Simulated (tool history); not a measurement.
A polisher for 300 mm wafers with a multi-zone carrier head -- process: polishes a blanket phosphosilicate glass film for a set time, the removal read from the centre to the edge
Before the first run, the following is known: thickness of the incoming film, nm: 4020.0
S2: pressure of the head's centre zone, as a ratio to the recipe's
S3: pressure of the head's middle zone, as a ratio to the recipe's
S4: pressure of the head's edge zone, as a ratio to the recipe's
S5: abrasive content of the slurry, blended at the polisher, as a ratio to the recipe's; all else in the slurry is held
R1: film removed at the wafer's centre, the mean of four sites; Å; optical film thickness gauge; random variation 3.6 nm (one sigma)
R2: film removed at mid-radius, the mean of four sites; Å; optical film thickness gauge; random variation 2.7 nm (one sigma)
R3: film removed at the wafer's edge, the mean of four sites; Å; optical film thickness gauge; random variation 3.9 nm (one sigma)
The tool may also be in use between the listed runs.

run 1 hour=0 | flow_of_slurry_(ml/min)=315 S2=1 S3=1 S4=1 S5=1 polishing_time_(s)=39 | R1=3798.6 R2=3670.1 R3=3804.4
run 2 hour=5.6 | flow_of_slurry_(ml/min)=315 S2=1 S3=0.92 S4=1 S5=1 polishing_time_(s)=39 | R1=3843.2 R2=3520.8 R3=3785.7
run 3 hour=8 | flow_of_slurry_(ml/min)=315 S2=1 S3=0.92 S4=1 S5=0.85 polishing_time_(s)=39 | R1=3675.5 R2=3399 R3=3602.1
run 4 hour=14 | flow_of_slurry_(ml/min)=315 S2=1 S3=0.92 S4=1 S5=0.85 polishing_time_(s)=29 | R1=2711.9 R2=2460.8 R3=2669.2
run 5 hour=17.7 | flow_of_slurry_(ml/min)=320 S2=1.03 S3=0.95 S4=1.01 S5=0.9 polishing_time_(s)=29 | R1=2896.4 R2=2596.7 R3=2786.1
run 6 hour=23.9 | flow_of_slurry_(ml/min)=320 S2=1.03 S3=0.95 S4=1.01 S5=0.9 polishing_time_(s)=37 | R1=3581.3 R2=3317.9 R3=3523.6
run 7 hour=29.9 | flow_of_slurry_(ml/min)=320 S2=1.03 S3=0.95 S4=1.01 S5=0.9 polishing_time_(s)=37 | R1=3649.8 R2=3265.8 R3=3570.5
run 8 hour=38.9 | flow_of_slurry_(ml/min)=315 S2=1.03 S3=0.93 S4=0.98 S5=0.9 polishing_time_(s)=37 | R1=3569.3 R2=3263.2 R3=3457.2
run 9 hour=40.4 | flow_of_slurry_(ml/min)=315 S2=1.05 S3=0.91 S4=0.96 S5=0.85 polishing_time_(s)=37 | R1=3583.8 R2=3159.7 R3=3409
run 10 hour=48.2 | flow_of_slurry_(ml/min)=315 S2=1.06 S3=0.9 S4=0.93 S5=0.8 polishing_time_(s)=37 | R1=3609.4 R2=3063.9 R3=3329.8

For run 11, what comes out?
run 11 hour=56 | flow_of_slurry_(ml/min)=310 S2=1.06 S3=0.9 S4=0.9 S5=0.8 polishing_time_(s)=37 | R1=? R2=? R3=?

{"run 11": {"R1": 3510.8, "R2": 3076.7, "R3": 3243}}

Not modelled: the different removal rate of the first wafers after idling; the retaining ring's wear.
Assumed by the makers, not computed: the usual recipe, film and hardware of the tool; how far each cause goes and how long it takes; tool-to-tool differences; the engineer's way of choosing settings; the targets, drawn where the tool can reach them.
